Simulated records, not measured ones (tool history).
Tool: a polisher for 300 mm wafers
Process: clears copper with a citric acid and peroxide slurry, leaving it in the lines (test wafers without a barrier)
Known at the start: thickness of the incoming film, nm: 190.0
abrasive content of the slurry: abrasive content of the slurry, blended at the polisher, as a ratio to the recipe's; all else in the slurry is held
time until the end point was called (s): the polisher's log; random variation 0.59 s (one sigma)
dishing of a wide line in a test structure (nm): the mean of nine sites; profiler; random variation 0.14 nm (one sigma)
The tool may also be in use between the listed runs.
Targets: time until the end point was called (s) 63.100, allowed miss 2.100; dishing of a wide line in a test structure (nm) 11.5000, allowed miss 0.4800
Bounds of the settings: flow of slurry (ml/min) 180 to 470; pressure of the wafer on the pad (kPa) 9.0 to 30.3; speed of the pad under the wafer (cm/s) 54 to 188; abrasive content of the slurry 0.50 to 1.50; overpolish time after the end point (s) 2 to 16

| run | hour | flow of slurry (ml/min) | pressure of the wafer on the pad (kPa) | speed of the pad under the wafer (cm/s) | abrasive content of the slurry | overpolish time after the end point (s) | time until the end point was called (s) | dishing of a wide line in a test structure (nm) |
|---|---|---|---|---|---|---|---|---|
| 1 | 0.0 | 300 | 19.3 | 120 | 1.00 | 8 | 83.508 | 13.6920 |
| 2 | 2.9 | 245 | 19.3 | 120 | 1.00 | 8 | 85.217 | 13.4380 |
| 3 | 5.5 | 255 | 20.7 | 120 | 1.00 | 7 | 80.546 | 12.3100 |
| 4 | 10.1 | 255 | 25.5 | 120 | 1.00 | 7 | 70.737 | 14.2370 |
| 5 | 11.3 | 255 | 25.5 | 120 | 1.00 | 4 | 70.157 | 8.3439 |
| 6 | 18.0 | 255 | 25.5 | 120 | 1.20 | 4 | 66.944 | 8.6561 |
| 7 | 21.0 | 250 | 26.2 | 120 | 1.15 | 4 | 66.735 | 8.7870 |
| 8 | 24.7 | 245 | 26.9 | 120 | 1.10 | 4 | 66.549 | 8.9198 |
| 9 | 30.6 | 250 | 27.6 | 120 | 1.10 | 4 | 65.098 | 9.2790 |
| 10 | 39.0 | 250 | 28.3 | 120 | 1.10 | 4 | 63.171 | 9.1215 |
| 11 | 46.9 | 240 | 28.3 | 120 | 1.10 | 4 | 63.945 | 9.1357 |
| 12 | 49.1 | 250 | 28.3 | 120 | 1.05 | 4 | 64.490 | 9.0134 |
| 13 | 51.8 | 250 | 29.0 | 120 | 1.10 | 6 | 63.039 | 13.9190 |
| 14 | 59.1 | 255 | 29.0 | 120 | 1.10 | 6 | 62.491 | 13.3790 |
| 15 | 66.1 | 260 | 29.0 | 120 | 1.10 | 6 | 64.128 | 14.0150 |
| 16 | 69.5 | 250 | 29.0 | 120 | 1.10 | 6 | 63.241 | 13.6820 |

5 next moves are on the table. One of them brings every result within its allowed miss. Which?
| A | 72.9 | 205 | 29.6 | 134 | 1.15 | 5 | ? | ? |
| B | 72.9 | 270 | 27.6 | 120 | 1.25 | 5 | ? | ? |
| C | 72.9 | 215 | 28.3 | 138 | 1.00 | 5 | ? | ? |
| D | 72.9 | 255 | 30.3 | 126 | 1.15 | 5 | ? | ? |
| E | 72.9 | 215 | 29.6 | 130 | 1.05 | 5 | ? | ? |

| move | time until the end point was called (s) | dishing of a wide line in a test structure (nm) |
|---|---|---|
| A | 56.309 | 12.8430 |
| B | 62.851 | 11.5630 |
| C | 57.975 | 12.4860 |
| D | 57.273 | 12.6430 |
| E | 58.764 | 12.3350 |
A: nearer than the last run, and not there yet
B: meets every target
C: nearer than the last run, and not there yet
D: nearer than the last run, and not there yet
E: nearer than the last run, and not there yet
The right move is B.

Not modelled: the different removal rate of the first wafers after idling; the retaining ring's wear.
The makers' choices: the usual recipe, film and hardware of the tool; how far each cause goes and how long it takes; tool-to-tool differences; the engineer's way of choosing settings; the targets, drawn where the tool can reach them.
